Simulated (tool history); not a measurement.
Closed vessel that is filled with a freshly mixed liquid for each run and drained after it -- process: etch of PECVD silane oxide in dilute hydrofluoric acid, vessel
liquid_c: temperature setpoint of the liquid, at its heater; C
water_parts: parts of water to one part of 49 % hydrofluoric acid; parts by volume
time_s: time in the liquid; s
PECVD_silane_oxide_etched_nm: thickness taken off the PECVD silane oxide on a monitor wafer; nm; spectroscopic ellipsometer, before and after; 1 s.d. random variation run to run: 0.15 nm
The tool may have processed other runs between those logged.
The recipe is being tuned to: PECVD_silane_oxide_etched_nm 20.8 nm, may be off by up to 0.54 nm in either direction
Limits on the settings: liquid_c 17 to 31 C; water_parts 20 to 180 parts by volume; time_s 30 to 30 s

run  hour  liquid_c  water_parts  time_s  PECVD_silane_oxide_etched_nm
  1     0        23          100      30                        10.043
  2   5.4      21.5          100      30                        9.4429
  3   8.8      21.5           85      30                        11.181
  4  13.5        18           85      30                        9.7123
  5  14.7        22           75      30                        13.292
  6  18.7        25           75      30                        14.799
  7  19.5        27           70      30                        17.413
  8  26.5      28.5           70      30                        18.456
  9    28      29.5           70      30                        19.045
 10  36.5        30           70      30                        19.509
 11  37.2      30.5           70      30                        19.612

4 candidate next runs follow, results not yet known. Just one meets every target within its allowed miss. Identify it.
  A  37.9      29.5           65      30                             ?
  B  37.9      25.5           65      30                             ?
  C  37.9        31           75      30                             ?
  D  37.9        29           70      30                             ?

move  PECVD_silane_oxide_etched_nm
   A                        20.959
   B                        17.895
   C                        18.957
   D                        18.948
A: every result within its allowed miss
B: misses by more than the last run did
C: misses by more than the last run did
D: misses by more than the last run did
Answer: A

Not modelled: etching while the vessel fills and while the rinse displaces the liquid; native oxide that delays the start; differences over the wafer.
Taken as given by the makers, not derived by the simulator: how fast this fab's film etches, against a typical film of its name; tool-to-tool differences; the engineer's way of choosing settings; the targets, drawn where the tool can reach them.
